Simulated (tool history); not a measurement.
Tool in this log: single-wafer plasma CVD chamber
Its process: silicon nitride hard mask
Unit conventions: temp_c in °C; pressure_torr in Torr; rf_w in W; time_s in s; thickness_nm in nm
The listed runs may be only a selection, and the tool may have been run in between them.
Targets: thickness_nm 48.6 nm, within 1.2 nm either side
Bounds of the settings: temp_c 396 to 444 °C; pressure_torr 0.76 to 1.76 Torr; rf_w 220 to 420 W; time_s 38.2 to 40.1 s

run 1 hour=0 | temp_c=420 pressure_torr=1.26 rf_w=320 time_s=40.1 | thickness_nm=41.037
run 2 hour=1.3 | temp_c=420 pressure_torr=1.26 rf_w=320 time_s=38.2 | thickness_nm=38.995
run 3 hour=5.8 | temp_c=420 pressure_torr=1.05 rf_w=320 time_s=38.2 | thickness_nm=37.343
run 4 hour=10.6 | temp_c=420 pressure_torr=1.05 rf_w=300 time_s=38.2 | thickness_nm=36.114
run 5 hour=17.7 | temp_c=420 pressure_torr=1.14 rf_w=300 time_s=38.2 | thickness_nm=36.54
run 6 hour=19.8 | temp_c=420 pressure_torr=0.99 rf_w=300 time_s=38.2 | thickness_nm=35.359
run 7 hour=27.3 | temp_c=420 pressure_torr=0.99 rf_w=300 time_s=38.2 | thickness_nm=35.365
run 8 hour=28.4 | temp_c=420 pressure_torr=1.07 rf_w=315 time_s=38.4 | thickness_nm=37.246
run 9 hour=36 | temp_c=420 pressure_torr=1.15 rf_w=330 time_s=38.6 | thickness_nm=39.169
run 10 hour=37.8 | temp_c=420 pressure_torr=1.22 rf_w=340 time_s=38.7 | thickness_nm=40.509
run 11 hour=40.3 | temp_c=420 pressure_torr=1.28 rf_w=350 time_s=38.8 | thickness_nm=41.903
run 12 hour=42.7 | temp_c=420 pressure_torr=1.33 rf_w=355 time_s=38.9 | thickness_nm=42.678
run 13 hour=50.7 | temp_c=420 pressure_torr=1.37 rf_w=360 time_s=39 | thickness_nm=43.372
run 14 hour=57.8 | temp_c=420 pressure_torr=1.41 rf_w=365 time_s=39.1 | thickness_nm=44.421
run 15 hour=58.6 | temp_c=420 pressure_torr=1.45 rf_w=370 time_s=39.1 | thickness_nm=45.267

Below are 4 possible settings for the next run. Only one of them brings all results inside the allowed miss of their targets. Which is it?
run A hour=59.4 | temp_c=410 pressure_torr=1.55 rf_w=415 time_s=38.6 | thickness_nm=?
run B hour=59.4 | temp_c=419 pressure_torr=1.5 rf_w=385 time_s=38.6 | thickness_nm=?
run C hour=59.4 | temp_c=426 pressure_torr=1.57 rf_w=350 time_s=38.5 | thickness_nm=?
run D hour=59.4 | temp_c=412 pressure_torr=1.46 rf_w=360 time_s=38.2 | thickness_nm=?

move=A thickness_nm=48.253
move=B thickness_nm=45.691
move=C thickness_nm=43.387
move=D thickness_nm=43.34
A: every result within its allowed miss
B: closes in on the targets versus the last run, not all within tolerance yet
C: moves away from the targets compared with the last run
D: moves away from the targets compared with the last run
The right move is A.
